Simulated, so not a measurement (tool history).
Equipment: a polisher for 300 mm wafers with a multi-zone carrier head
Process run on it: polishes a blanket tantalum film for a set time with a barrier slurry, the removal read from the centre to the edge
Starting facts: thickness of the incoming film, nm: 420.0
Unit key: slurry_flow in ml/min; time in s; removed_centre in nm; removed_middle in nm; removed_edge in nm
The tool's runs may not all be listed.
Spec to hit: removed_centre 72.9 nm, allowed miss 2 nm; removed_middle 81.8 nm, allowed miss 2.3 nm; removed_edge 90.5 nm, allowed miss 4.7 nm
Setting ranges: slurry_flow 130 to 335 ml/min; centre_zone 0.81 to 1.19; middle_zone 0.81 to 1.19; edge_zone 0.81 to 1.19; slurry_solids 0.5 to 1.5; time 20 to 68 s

run	hour	slurry_flow	centre_zone	middle_zone	edge_zone	slurry_solids	time	removed_centre	removed_middle	removed_edge
1	0	215	1	1	1	1	44	116.36	118.91	121.13
2	0.8	215	1	1.07	1	1	44	115.77	126.19	118.13
3	8.9	205	0.95	1.02	0.98	0.85	42	99.192	110.45	107.65
4	15.1	160	0.95	1.02	0.98	0.85	42	96.677	105.62	105.51
5	15.7	155	0.92	0.98	0.97	0.75	41	85.703	97.442	101.4
6	16.7	155	0.92	0.9	0.97	0.75	41	85.99	91.113	98.93
7	20.8	150	0.9	0.88	0.95	0.7	41	81.652	86.594	95.962
8	21.7	150	0.88	0.87	0.93	0.7	41	82.192	86.709	92.511
9	29.3	135	0.81	0.86	1	0.55	41	67.876	76.116	90.985
10	37	150	0.82	0.87	0.99	0.55	41	70.177	79.196	91.215

Consider the 5 candidate settings below. Which is the only one whose results all fall within their allowed miss of target?
A	44.7	140	0.9	0.85	0.99	0.55	40	?	?	?
B	44.7	155	0.89	0.85	0.99	0.9	35	?	?	?
C	44.7	130	0.84	0.86	0.92	0.6	42	?	?	?
D	44.7	140	0.81	0.81	1.06	0.6	41	?	?	?
E	44.7	130	0.81	0.82	1.03	0.55	41	?	?	?

move	removed_centre	removed_middle	removed_edge
A	74.576	76.037	88.517
B	75.548	77.719	90.014
C	73.753	81.582	91.841
D	70.504	76.91	95.664
E	67.619	74.645	91.242
A: brings the result that was furthest off to its target, and leaves another outside
B: moves the result that the last run missed by most past its target, out the other side
C: every result within its allowed miss
D: its largest miss is bigger than the last run's
E: its largest miss is bigger than the last run's
The right move is C.
